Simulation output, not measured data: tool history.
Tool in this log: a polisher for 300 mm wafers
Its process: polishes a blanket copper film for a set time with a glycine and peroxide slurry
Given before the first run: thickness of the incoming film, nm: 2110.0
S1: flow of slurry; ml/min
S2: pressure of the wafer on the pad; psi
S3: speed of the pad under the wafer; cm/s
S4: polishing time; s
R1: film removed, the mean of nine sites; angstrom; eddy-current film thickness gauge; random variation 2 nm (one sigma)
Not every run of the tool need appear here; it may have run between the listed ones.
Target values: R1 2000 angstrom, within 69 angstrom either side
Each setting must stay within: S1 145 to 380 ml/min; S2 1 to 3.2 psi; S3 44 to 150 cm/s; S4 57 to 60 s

run	hour	S1	S2	S3	S4	R1
1	0	245	2.1	96	57	2285.4
2	7.1	245	2.1	120	57	2764.2
3	11.1	245	1.9	120	57	2510.9
4	16.5	245	1.7	120	57	2301.2
5	20.7	245	1.7	134	57	2517.6
6	23.6	245	1.7	148	57	2702.9
7	31.9	245	1.5	148	57	2459
8	35.2	245	1.4	148	57	2345
9	42.4	245	1.3	148	57	2246.2
10	45.5	240	1	146	57	1778.4
11	46.2	255	1	146	57	1826

Below are 5 possible settings for the next run. Only one of them brings all results inside the allowed miss of their targets. Which is it?
A	46.9	185	1	134	57	?
B	46.9	275	1	134	57	?
C	46.9	255	1.1	150	58	?
D	46.9	230	1	148	57	?
E	46.9	250	1.1	138	57	?

move	R1
A	1657.5
B	1723.6
C	2021.6
D	1818.4
E	1866.4
A: lands further from the targets than the last run did
B: lands further from the targets than the last run did
C: all results in spec
D: about as far from the targets as the last run
E: moves toward the targets from the last run without getting all of them in spec
The right move is C.
